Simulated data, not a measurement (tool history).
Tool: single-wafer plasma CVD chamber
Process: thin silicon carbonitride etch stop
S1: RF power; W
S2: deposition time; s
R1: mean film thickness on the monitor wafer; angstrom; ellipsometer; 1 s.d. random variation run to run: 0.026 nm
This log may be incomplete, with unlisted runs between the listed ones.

run  hour   S1    S2      R1
  1     0  260   8.7  56.539
  2   5.4  275   8.7  57.479
  3   6.1  295   8.7  57.999
  4  11.1  315   8.7   59.45
  5  14.8  315  7.91  54.408
  6    20  315  7.27  49.983

The next listed run, before its measurement:
  7  22.9  310  7.23   ?

R1: 49.37 angstrom
